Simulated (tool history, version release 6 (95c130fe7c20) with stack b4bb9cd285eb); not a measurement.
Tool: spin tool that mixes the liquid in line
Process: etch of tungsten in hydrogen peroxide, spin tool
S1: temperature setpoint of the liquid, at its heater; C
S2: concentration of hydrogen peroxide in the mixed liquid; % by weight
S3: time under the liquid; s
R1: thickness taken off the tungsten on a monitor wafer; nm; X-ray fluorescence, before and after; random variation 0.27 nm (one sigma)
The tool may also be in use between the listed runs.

| run | hour | S1 | S2 | S3 | R1 |
|---|---|---|---|---|---|
| 1 | 0.0 | 49.0 | 22 | 15 | 17.657 |
| 2 | 7.5 | 45.5 | 22 | 15 | 14.179 |
| 3 | 11.4 | 47.5 | 22 | 15 | 16.147 |
| 4 | 12.7 | 49.0 | 22 | 15 | 17.485 |
| 5 | 19.7 | 50.5 | 22 | 15 | 19.676 |
| 6 | 28.3 | 51.5 | 22 | 15 | 20.343 |

Forecast run 7:
| 7 | 35.0 | 52.5 | 22 | 15 | ? |

{"run 7": {"R1": 21.934}}
